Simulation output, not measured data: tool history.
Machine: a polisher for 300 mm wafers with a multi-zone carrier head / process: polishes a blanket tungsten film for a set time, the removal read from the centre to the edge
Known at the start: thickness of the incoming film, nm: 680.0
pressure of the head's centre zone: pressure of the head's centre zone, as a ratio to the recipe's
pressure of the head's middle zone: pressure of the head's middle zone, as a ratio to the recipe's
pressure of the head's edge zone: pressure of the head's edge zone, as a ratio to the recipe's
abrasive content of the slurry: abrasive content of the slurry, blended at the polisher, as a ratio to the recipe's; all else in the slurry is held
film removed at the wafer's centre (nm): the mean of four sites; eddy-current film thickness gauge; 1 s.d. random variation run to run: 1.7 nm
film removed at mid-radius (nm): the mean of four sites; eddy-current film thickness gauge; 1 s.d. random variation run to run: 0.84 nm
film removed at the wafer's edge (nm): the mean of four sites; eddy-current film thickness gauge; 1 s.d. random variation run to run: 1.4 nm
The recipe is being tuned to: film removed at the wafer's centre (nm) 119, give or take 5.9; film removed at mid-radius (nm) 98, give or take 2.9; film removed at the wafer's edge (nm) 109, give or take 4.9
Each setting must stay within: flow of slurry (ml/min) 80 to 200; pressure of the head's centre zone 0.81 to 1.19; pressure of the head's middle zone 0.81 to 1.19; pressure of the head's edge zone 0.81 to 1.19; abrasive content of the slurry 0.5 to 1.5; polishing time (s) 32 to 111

run  hour  flow of slurry (ml/min)  pressure of the head's centre zone  pressure of the head's middle zone  pressure of the head's edge zone  abrasive content of the slurry  polishing time (s)  film removed at the wafer's centre (nm)  film removed at mid-radius (nm)  film removed at the wafer's edge (nm)
  1     0                      130                                   1                                   1                                 1                               1                  71                                   211.72                           212.44                                 214.06
  2   2.5                      125                                1.01                                0.97                              0.98                             0.9                  64                                   184.08                           181.47                                 180.81
  3    10                      120                                1.03                                0.94                              0.99                            0.85                  59                                    174.3                            159.3                                 171.87
  4  10.9                      120                                 1.1                                0.94                              0.99                            0.85                  59                                   183.41                           158.91                                 168.03
  5  15.5                      120                                1.05                                0.94                              0.99                            0.85                  59                                   175.27                           159.27                                 166.65
  6  19.8                      115                                1.05                                0.92                              0.98                             0.8                  56                                   159.91                           146.67                                 154.39
  7  20.6                      110                                1.06                                 0.9                              0.97                            0.75                  53                                   148.73                           133.68                                 142.99
  8  22.9                       90                                 1.1                                0.81                              0.87                             0.5                  43                                   109.45                           87.049                                  96.38

Below are 4 possible settings for the next run. Only one of them brings all results inside the allowed miss of their targets. Which is it?
  A  25.2                       85                                1.03                                0.93                              0.82                             0.5                  48                                        ?                                ?                                      ?
  B  25.2                      125                                1.07                                0.84                              0.95                             0.6                  43                                        ?                                ?                                      ?
  C  25.2                       80                                0.94                                 0.9                              0.89                             0.5                  48                                        ?                                ?                                      ?
  D  25.2                      100                                1.14                                1.12                              0.81                            0.55                  36                                        ?                                ?                                      ?

move  film removed at the wafer's centre (nm)  film removed at mid-radius (nm)  film removed at the wafer's edge (nm)
   A                                   115.14                           106.12                                 105.42
   B                                   120.26                           98.432                                 110.51
   C                                   104.67                           102.49                                  108.6
   D                                   100.28                            96.47                                 81.864
A: takes the biggest miss from the last run beyond its target
B: every result lands within tolerance
C: takes the biggest miss from the last run beyond its target
D: puts the biggest miss on target and leaves a different result outside tolerance
Move B is the one to make.
